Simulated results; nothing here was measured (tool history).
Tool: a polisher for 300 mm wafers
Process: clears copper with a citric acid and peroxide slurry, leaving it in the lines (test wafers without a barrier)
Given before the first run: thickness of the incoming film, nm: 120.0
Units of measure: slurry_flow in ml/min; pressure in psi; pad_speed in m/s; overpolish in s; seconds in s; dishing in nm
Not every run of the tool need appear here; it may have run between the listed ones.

run 1 hour=0.0 | slurry_flow=150 pressure=2.1 pad_speed=1.08 slurry_solids=1.0 overpolish=11 | seconds=83.934 dishing=7.4233
run 2 hour=3.9 | slurry_flow=150 pressure=1.7 pad_speed=1.08 slurry_solids=1.0 overpolish=11 | seconds=106.440 dishing=6.6452
run 3 hour=12.5 | slurry_flow=150 pressure=1.7 pad_speed=0.98 slurry_solids=1.0 overpolish=11 | seconds=113.460 dishing=6.4300
run 4 hour=17.5 | slurry_flow=150 pressure=1.9 pad_speed=1.00 slurry_solids=1.0 overpolish=11 | seconds=100.990 dishing=6.6257
run 5 hour=20.8 | slurry_flow=175 pressure=1.9 pad_speed=1.00 slurry_solids=1.0 overpolish=11 | seconds=98.078 dishing=6.4987
run 6 hour=22.5 | slurry_flow=175 pressure=2.0 pad_speed=1.02 slurry_solids=1.0 overpolish=11 | seconds=93.936 dishing=7.2026

Run 7 comes next. What will it give?
run 7 hour=24.5 | slurry_flow=175 pressure=2.1 pad_speed=1.02 slurry_solids=1.0 overpolish=11 | seconds=? dishing=?

{"run 7": {"seconds": 89.251, "dishing": 7.3277}}

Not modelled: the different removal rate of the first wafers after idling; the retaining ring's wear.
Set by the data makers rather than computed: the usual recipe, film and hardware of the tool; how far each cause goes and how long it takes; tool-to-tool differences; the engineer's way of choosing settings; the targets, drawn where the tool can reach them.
